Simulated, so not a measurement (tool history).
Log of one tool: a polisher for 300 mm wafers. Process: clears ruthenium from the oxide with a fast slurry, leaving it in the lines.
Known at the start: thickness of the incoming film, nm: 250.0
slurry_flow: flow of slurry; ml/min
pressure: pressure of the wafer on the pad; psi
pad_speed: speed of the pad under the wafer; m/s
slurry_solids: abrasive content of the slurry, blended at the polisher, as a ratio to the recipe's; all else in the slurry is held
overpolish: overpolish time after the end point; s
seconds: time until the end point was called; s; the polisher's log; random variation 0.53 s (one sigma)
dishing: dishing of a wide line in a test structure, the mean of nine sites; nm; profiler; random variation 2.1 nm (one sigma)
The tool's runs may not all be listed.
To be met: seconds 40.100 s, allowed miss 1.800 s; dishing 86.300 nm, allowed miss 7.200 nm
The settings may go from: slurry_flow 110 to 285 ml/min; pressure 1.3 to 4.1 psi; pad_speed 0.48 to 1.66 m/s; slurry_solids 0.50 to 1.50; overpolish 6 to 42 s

Run 1, hour 0.0: slurry_flow 180 ml/min, pressure 2.7 psi, pad_speed 1.06 m/s, slurry_solids 1.00, overpolish 21 s. Result: seconds 56.987 s, dishing 74.312 nm.
Run 2, hour 3.7: slurry_flow 180 ml/min, pressure 2.7 psi, pad_speed 1.06 m/s, slurry_solids 0.80, overpolish 21 s. Result: seconds 64.031 s, dishing 64.859 nm.
Run 3, hour 11.0: slurry_flow 180 ml/min, pressure 2.7 psi, pad_speed 1.06 m/s, slurry_solids 0.90, overpolish 21 s. Result: seconds 61.191 s, dishing 70.588 nm.
Run 4, hour 18.8: slurry_flow 180 ml/min, pressure 2.9 psi, pad_speed 1.06 m/s, slurry_solids 0.90, overpolish 20 s. Result: seconds 56.241 s, dishing 72.164 nm.
Run 5, hour 23.4: slurry_flow 180 ml/min, pressure 2.9 psi, pad_speed 1.18 m/s, slurry_solids 0.90, overpolish 20 s. Result: seconds 51.081 s, dishing 77.575 nm.
Run 6, hour 29.5: slurry_flow 180 ml/min, pressure 2.9 psi, pad_speed 1.18 m/s, slurry_solids 0.90, overpolish 25 s. Result: seconds 51.628 s, dishing 88.068 nm.
Run 7, hour 30.5: slurry_flow 180 ml/min, pressure 2.9 psi, pad_speed 1.18 m/s, slurry_solids 0.90, overpolish 25 s. Result: seconds 51.904 s, dishing 89.453 nm.
Run 8, hour 35.7: slurry_flow 180 ml/min, pressure 3.0 psi, pad_speed 1.18 m/s, slurry_solids 0.90, overpolish 24 s. Result: seconds 50.907 s, dishing 90.485 nm.
Run 9, hour 38.5: slurry_flow 180 ml/min, pressure 3.0 psi, pad_speed 1.18 m/s, slurry_solids 0.90, overpolish 24 s. Result: seconds 49.696 s, dishing 92.970 nm.
Run 10, hour 45.7: slurry_flow 180 ml/min, pressure 3.1 psi, pad_speed 1.18 m/s, slurry_solids 0.90, overpolish 22 s. Result: seconds 48.394 s, dishing 92.070 nm.
Run 11, hour 50.1: slurry_flow 180 ml/min, pressure 3.2 psi, pad_speed 1.20 m/s, slurry_solids 0.90, overpolish 20 s. Result: seconds 46.662 s, dishing 86.917 nm.
Run 12, hour 55.0: slurry_flow 180 ml/min, pressure 3.3 psi, pad_speed 1.20 m/s, slurry_solids 0.90, overpolish 19 s. Result: seconds 44.642 s, dishing 85.188 nm.
Run 13, hour 61.3: slurry_flow 180 ml/min, pressure 3.3 psi, pad_speed 1.20 m/s, slurry_solids 0.90, overpolish 19 s. Result: seconds 45.020 s, dishing 82.232 nm.
Run 14, hour 68.1: slurry_flow 180 ml/min, pressure 3.4 psi, pad_speed 1.20 m/s, slurry_solids 0.90, overpolish 19 s. Result: seconds 43.915 s, dishing 86.357 nm.
Run 15, hour 71.1: slurry_flow 190 ml/min, pressure 3.7 psi, pad_speed 1.20 m/s, slurry_solids 0.90, overpolish 16 s. Result: seconds 39.588 s, dishing 78.684 nm.
Run 16, hour 79.3: slurry_flow 185 ml/min, pressure 3.7 psi, pad_speed 1.20 m/s, slurry_solids 0.90, overpolish 16 s. Result: seconds 40.180 s, dishing 78.393 nm.

4 next moves are on the table. One of them brings every result within its allowed miss. Which?
Run A, hour 87.5: slurry_flow 165 ml/min, pressure 3.9 psi, pad_speed 1.16 m/s, slurry_solids 0.90, overpolish 18 s. Result: seconds ?, dishing ?.
Run B, hour 87.5: slurry_flow 180 ml/min, pressure 3.8 psi, pad_speed 1.26 m/s, slurry_solids 0.90, overpolish 12 s. Result: seconds ?, dishing ?.
Run C, hour 87.5: slurry_flow 120 ml/min, pressure 3.6 psi, pad_speed 1.34 m/s, slurry_solids 0.80, overpolish 15 s. Result: seconds ?, dishing ?.
Run D, hour 87.5: slurry_flow 140 ml/min, pressure 3.4 psi, pad_speed 1.38 m/s, slurry_solids 0.85, overpolish 15 s. Result: seconds ?, dishing ?.

move  seconds  dishing
   A   40.842   84.650
   B   38.724   63.547
   C   43.284   69.762
   D   42.309   71.084
A: meets every target
B: further off than the last run
C: further off than the last run
D: further off than the last run
Move A is the one to make.
